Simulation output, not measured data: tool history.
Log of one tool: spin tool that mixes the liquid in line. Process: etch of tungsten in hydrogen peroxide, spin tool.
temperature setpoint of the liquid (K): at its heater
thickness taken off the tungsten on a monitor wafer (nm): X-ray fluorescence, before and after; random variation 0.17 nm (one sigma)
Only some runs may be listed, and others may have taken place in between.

run,hour,temperature setpoint of the liquid (K),concentration of hydrogen peroxide in the mixed liquid (% by weight),time under the liquid (s),thickness taken off the tungsten on a monitor wafer (nm)
1,0.0,320.15,15.0,15,11.9950
2,7.5,320.15,15.0,15,11.9660
3,10.1,320.15,15.0,15,12.0330
4,13.5,314.65,15.0,15,8.5237
5,20.0,314.65,16.5,15,8.8923
6,25.4,314.65,16.5,15,8.8797
7,32.1,322.65,17.0,15,15.0110
8,37.7,323.15,17.0,15,15.2760
9,46.6,323.65,17.0,15,16.0800
10,47.3,324.15,17.0,15,16.5050

For run 11, what comes out?
11,51.1,324.65,17.0,15,?

thickness taken off the tungsten on a monitor wafer (nm): 17.0590
